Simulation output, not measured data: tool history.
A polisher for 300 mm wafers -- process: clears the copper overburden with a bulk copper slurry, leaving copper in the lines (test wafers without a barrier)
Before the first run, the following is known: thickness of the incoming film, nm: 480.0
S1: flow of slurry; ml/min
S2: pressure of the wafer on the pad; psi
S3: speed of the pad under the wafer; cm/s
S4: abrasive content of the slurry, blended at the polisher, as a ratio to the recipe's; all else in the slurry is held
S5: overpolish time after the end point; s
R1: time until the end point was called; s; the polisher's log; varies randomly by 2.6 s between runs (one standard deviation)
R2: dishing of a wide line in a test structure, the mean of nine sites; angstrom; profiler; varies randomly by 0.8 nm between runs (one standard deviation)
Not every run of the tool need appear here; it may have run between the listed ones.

| run | hour | S1 | S2 | S3 | S4 | S5 | R1 | R2 |
|---|---|---|---|---|---|---|---|---|
| 1 | 0.0 | 255 | 2.0 | 88 | 1.0 | 22 | 90.300 | 642.25 |
| 2 | 5.6 | 255 | 1.8 | 86 | 1.0 | 23 | 99.522 | 600.87 |
| 3 | 7.8 | 255 | 2.2 | 86 | 1.0 | 23 | 80.437 | 696.28 |
| 4 | 11.5 | 255 | 2.2 | 86 | 0.9 | 23 | 79.976 | 696.49 |
|  | 18.7 | worn pad replaced by a new one |
| 5 | 18.7 | 215 | 2.2 | 86 | 0.9 | 23 | 75.618 | 723.83 |
| 6 | 20.8 | 215 | 2.2 | 74 | 0.9 | 23 | 94.220 | 648.97 |

For run 7, what comes out?
| 7 | 22.1 | 215 | 2.0 | 74 | 0.9 | 23 | ? | ? |

R1: 98.938 s
R2: 621.57 angstrom
